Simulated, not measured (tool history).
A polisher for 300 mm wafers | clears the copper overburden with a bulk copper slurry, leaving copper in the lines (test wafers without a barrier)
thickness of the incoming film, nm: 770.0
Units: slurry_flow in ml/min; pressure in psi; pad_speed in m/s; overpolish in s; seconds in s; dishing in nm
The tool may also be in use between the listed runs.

| run | hour | slurry_flow | pressure | pad_speed | slurry_solids | overpolish | seconds | dishing |
|---|---|---|---|---|---|---|---|---|
| 1 | 0 | 240 | 1.7 | 1.22 | 1 | 22 | 148.46 | 53.341 |
| 2 | 1.1 | 240 | 1.7 | 1.22 | 1 | 18 | 143.25 | 48.121 |
| 3 | 1.7 | 240 | 1.6 | 1.22 | 1 | 21 | 155.59 | 51.369 |
| 4 | 6.8 | 265 | 1.6 | 1.22 | 1 | 21 | 152.72 | 51.716 |
| 5 | 8.6 | 265 | 1.5 | 1.22 | 1 | 23 | 165.65 | 51.024 |
| 6 | 17 | 265 | 1.5 | 1.22 | 1 | 20 | 161.69 | 46.673 |
| 7 | 24 | 265 | 1.4 | 1.22 | 1 | 22 | 176.93 | 46.605 |
| 8 | 32.4 | 265 | 1.4 | 1.22 | 1 | 24 | 171.91 | 48.521 |
| 9 | 39.9 | 265 | 1.3 | 1.2 | 1 | 27 | 188.3 | 47.532 |
| 10 | 43.6 | 275 | 1.3 | 1.18 | 1 | 29 | 192.67 | 50.583 |
| 11 | 48.2 | 275 | 1.3 | 1.18 | 1 | 31 | 194.66 | 52.186 |
| 12 | 53 | 270 | 0.9 | 1.14 | 1 | 41 | 285.06 | 43.827 |
| 13 | 54.3 | 280 | 0.9 | 1.14 | 1 | 41 | 279.49 | 45.33 |

Forecast run 14:
| 14 | 60 | 290 | 0.9 | 1.14 | 1 | 41 | ? | ? |

Run 14 gave seconds 286.4 s, dishing 47.059 nm.
